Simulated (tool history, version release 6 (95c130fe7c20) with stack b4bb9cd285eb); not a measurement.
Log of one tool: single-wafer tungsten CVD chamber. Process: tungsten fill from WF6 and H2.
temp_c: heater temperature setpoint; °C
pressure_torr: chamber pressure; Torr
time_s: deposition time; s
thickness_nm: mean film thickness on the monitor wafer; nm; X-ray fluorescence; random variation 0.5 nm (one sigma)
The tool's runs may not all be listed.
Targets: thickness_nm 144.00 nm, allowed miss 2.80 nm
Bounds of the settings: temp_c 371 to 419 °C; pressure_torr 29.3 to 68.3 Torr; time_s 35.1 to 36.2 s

| run | hour | temp_c | pressure_torr | time_s | thickness_nm |
|---|---|---|---|---|---|
| 1 | 0.0 | 395 | 48.8 | 35.1 | 115.01 |
| 2 | 6.3 | 395 | 43.7 | 35.1 | 110.14 |
| 3 | 13.8 | 399 | 43.9 | 35.1 | 119.58 |
| 4 | 20.9 | 399 | 48.8 | 35.1 | 123.55 |
| 5 | 23.3 | 399 | 43.7 | 35.1 | 119.77 |
| 6 | 28.8 | 405 | 43.7 | 35.1 | 132.28 |
| 7 | 36.2 | 406 | 43.8 | 35.1 | 134.67 |
| 8 | 39.4 | 407 | 43.9 | 35.1 | 137.28 |
| 9 | 42.6 | 408 | 43.9 | 35.1 | 140.71 |

5 next moves are on the table. One of them brings every result within its allowed miss. Which?
| A | 45.8 | 402 | 58.0 | 36.1 | ? |
| B | 45.8 | 406 | 46.5 | 35.1 | ? |
| C | 45.8 | 408 | 42.7 | 35.1 | ? |
| D | 45.8 | 408 | 37.5 | 35.6 | ? |
| E | 45.8 | 405 | 46.9 | 35.1 | ? |

| move | thickness_nm |
|---|---|
| A | 143.13 |
| B | 138.14 |
| C | 138.91 |
| D | 134.80 |
| E | 136.14 |
A: meets every target
B: further off than the last run
C: further off than the last run
D: further off than the last run
E: further off than the last run
Answer: A
